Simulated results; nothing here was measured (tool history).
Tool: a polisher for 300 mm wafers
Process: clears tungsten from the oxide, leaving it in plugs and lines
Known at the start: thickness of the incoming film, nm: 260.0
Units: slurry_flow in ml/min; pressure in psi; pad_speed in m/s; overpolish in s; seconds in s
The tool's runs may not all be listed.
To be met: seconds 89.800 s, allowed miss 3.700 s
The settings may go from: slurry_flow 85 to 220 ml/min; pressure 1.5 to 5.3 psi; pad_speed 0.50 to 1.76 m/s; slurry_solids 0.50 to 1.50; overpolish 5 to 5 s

Run 1, day 0.000: slurry_flow 140 ml/min, pressure 3.4 psi, pad_speed 1.12 m/s, slurry_solids 1.00, overpolish 5 s. Result: seconds 46.616 s.
Run 2, day 0.142: slurry_flow 175 ml/min, pressure 3.4 psi, pad_speed 1.12 m/s, slurry_solids 1.00, overpolish 5 s. Result: seconds 46.444 s.
Run 3, day 0.371: slurry_flow 175 ml/min, pressure 3.7 psi, pad_speed 1.12 m/s, slurry_solids 1.00, overpolish 5 s. Result: seconds 42.411 s.
Run 4, day 0.675: slurry_flow 175 ml/min, pressure 3.7 psi, pad_speed 0.88 m/s, slurry_solids 1.00, overpolish 5 s. Result: seconds 51.639 s.
Run 5, day 0.808: slurry_flow 175 ml/min, pressure 3.2 psi, pad_speed 0.86 m/s, slurry_solids 1.00, overpolish 5 s. Result: seconds 60.582 s.
Run 6, day 1.000: slurry_flow 175 ml/min, pressure 2.8 psi, pad_speed 0.86 m/s, slurry_solids 1.00, overpolish 5 s. Result: seconds 67.951 s.
Run 7, day 1.367: slurry_flow 175 ml/min, pressure 2.5 psi, pad_speed 0.86 m/s, slurry_solids 1.00, overpolish 5 s. Result: seconds 77.192 s.
Run 8, day 1.454: slurry_flow 175 ml/min, pressure 2.4 psi, pad_speed 0.86 m/s, slurry_solids 1.00, overpolish 5 s. Result: seconds 80.269 s.

Which of these 5 next moves meets every target?
Run A, day 1.542: slurry_flow 180 ml/min, pressure 2.4 psi, pad_speed 0.72 m/s, slurry_solids 1.05, overpolish 5 s. Result: seconds ?.
Run B, day 1.542: slurry_flow 155 ml/min, pressure 2.0 psi, pad_speed 0.80 m/s, slurry_solids 1.05, overpolish 5 s. Result: seconds ?.
Run C, day 1.542: slurry_flow 175 ml/min, pressure 2.0 psi, pad_speed 0.86 m/s, slurry_solids 0.85, overpolish 5 s. Result: seconds ?.
Run D, day 1.542: slurry_flow 175 ml/min, pressure 2.0 psi, pad_speed 1.00 m/s, slurry_solids 1.05, overpolish 5 s. Result: seconds ?.
Run E, day 1.542: slurry_flow 145 ml/min, pressure 2.9 psi, pad_speed 0.86 m/s, slurry_solids 1.00, overpolish 5 s. Result: seconds ?.

move  seconds
   A   91.280
   B  101.540
   C  100.010
   D   83.596
   E   69.235
A: meets every target
B: takes the result that was furthest off past its target
C: takes the result that was furthest off past its target
D: nearer than the last run, and not there yet
E: further off than the last run
Move A is the one to make.

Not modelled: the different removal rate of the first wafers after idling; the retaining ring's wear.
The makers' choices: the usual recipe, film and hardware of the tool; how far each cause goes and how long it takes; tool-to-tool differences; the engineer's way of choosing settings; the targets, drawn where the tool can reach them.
